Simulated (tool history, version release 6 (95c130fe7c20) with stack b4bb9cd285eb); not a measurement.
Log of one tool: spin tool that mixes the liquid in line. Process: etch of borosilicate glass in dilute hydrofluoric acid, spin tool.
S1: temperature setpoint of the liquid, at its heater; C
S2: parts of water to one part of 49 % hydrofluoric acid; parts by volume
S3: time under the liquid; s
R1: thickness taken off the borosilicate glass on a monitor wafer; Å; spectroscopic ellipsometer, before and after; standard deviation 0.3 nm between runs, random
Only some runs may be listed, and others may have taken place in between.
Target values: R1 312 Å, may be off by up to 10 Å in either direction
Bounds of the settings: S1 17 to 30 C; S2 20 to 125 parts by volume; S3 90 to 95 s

run    day    S1  S2  S3      R1
  1      0    22  70  90  399.23
  2  0.288    22  45  90  646.84
  3  0.329  20.5  45  90  598.19
  4  0.392    20  50  90  526.09
  5  0.667    20  50  95  553.04
  6  0.829  19.5  55  95  495.38
  7  1.012    19  55  95  474.01
  8   1.15  18.5  55  95  470.82
     1.508  -- hydrofluoric acid flow meter replaced
  9  1.508  17.5  65  95  431.41
 10  1.833  17.5  70  95  386.94
 11  2.117  17.5  80  95     335
 12  2.475  17.5  80  95   332.7

Which single option among these 5 for the next run brings every result within its allowed miss of target? Just one does.
  A  2.833  17.5  85  95   ?
  B  2.833    21  80  90   ?
  C  2.833    17  75  90   ?
  D  2.833    23  95  95   ?
  E  2.833    17  80  95   ?

move      R1
   A  318.15
   B  372.81
   C  338.02
   D  353.11
   E   332.7
A: in spec on every target
B: further off than the last run
C: further off than the last run
D: further off than the last run
E: neither nearer nor further off than the last run
A meets every target.
